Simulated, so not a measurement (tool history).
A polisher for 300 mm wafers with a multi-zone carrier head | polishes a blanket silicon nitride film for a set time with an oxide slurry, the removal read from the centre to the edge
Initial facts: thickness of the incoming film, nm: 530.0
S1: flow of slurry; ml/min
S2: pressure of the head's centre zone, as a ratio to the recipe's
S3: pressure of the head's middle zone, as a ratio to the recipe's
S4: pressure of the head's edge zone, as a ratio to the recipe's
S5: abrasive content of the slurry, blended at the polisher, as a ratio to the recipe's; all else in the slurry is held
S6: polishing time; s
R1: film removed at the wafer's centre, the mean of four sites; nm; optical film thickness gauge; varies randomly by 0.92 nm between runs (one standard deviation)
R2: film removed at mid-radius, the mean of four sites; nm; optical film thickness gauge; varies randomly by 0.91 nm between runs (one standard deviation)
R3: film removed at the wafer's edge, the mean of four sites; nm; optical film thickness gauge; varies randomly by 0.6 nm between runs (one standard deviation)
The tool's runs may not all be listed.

| run | hour | S1 | S2 | S3 | S4 | S5 | S6 | R1 | R2 | R3 |
|---|---|---|---|---|---|---|---|---|---|---|
| 1 | 0.0 | 295 | 1.00 | 1.00 | 1.00 | 1.00 | 85 | 73.590 | 73.996 | 75.980 |
| 2 | 6.9 | 325 | 1.00 | 1.00 | 1.00 | 1.00 | 85 | 73.782 | 74.709 | 76.051 |
| 3 | 8.3 | 325 | 1.00 | 1.00 | 1.00 | 0.80 | 85 | 66.993 | 65.747 | 67.718 |
| 4 | 13.5 | 325 | 1.00 | 1.07 | 1.00 | 0.80 | 85 | 67.298 | 69.175 | 67.914 |
| 5 | 20.7 | 325 | 1.00 | 1.07 | 1.00 | 0.60 | 85 | 56.335 | 60.210 | 57.521 |
| 6 | 27.4 | 330 | 1.01 | 1.08 | 1.00 | 0.65 | 85 | 59.838 | 63.153 | 60.505 |
| 7 | 28.6 | 340 | 1.03 | 1.09 | 1.00 | 0.70 | 85 | 64.572 | 65.778 | 62.654 |
| 8 | 33.2 | 345 | 1.04 | 1.10 | 1.01 | 0.75 | 85 | 67.061 | 68.722 | 64.744 |
| 9 | 39.2 | 345 | 1.04 | 1.10 | 1.01 | 0.75 | 85 | 67.071 | 69.631 | 66.104 |

What does the tool deliver on the next run?
| 10 | 46.2 | 345 | 1.04 | 1.10 | 1.01 | 0.75 | 85 | ? | ? | ? |

For run 10 the tool returned R1 67.770 nm, R2 69.794 nm, R3 65.780 nm.
